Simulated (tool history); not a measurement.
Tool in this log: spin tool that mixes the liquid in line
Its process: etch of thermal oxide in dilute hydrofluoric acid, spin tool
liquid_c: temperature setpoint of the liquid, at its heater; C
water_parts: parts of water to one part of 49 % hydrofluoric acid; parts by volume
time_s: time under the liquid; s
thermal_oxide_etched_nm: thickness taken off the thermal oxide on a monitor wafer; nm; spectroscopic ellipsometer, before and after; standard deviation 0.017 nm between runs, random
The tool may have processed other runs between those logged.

| run | hour | liquid_c | water_parts | time_s | thermal_oxide_etched_nm |
|---|---|---|---|---|---|
| 1 | 0 | 20 | 165 | 275 | 5.9222 |
| 2 | 5.1 | 19.5 | 175 | 275 | 5.4712 |
| 3 | 8.8 | 19.5 | 175 | 295 | 5.8662 |
| 4 | 15.8 | 17.5 | 175 | 295 | 5.3807 |
| 5 | 23.9 | 17.5 | 205 | 295 | 4.4802 |
| 6 | 28.3 | 17.5 | 165 | 295 | 5.7373 |
| 7 | 35.5 | 17 | 230 | 295 | 3.8224 |

Run 8 is up next; what results do you expect?
| 8 | 36.6 | 17 | 235 | 295 | ? |

Logged for run 8: thermal_oxide_etched_nm 3.7121 nm.

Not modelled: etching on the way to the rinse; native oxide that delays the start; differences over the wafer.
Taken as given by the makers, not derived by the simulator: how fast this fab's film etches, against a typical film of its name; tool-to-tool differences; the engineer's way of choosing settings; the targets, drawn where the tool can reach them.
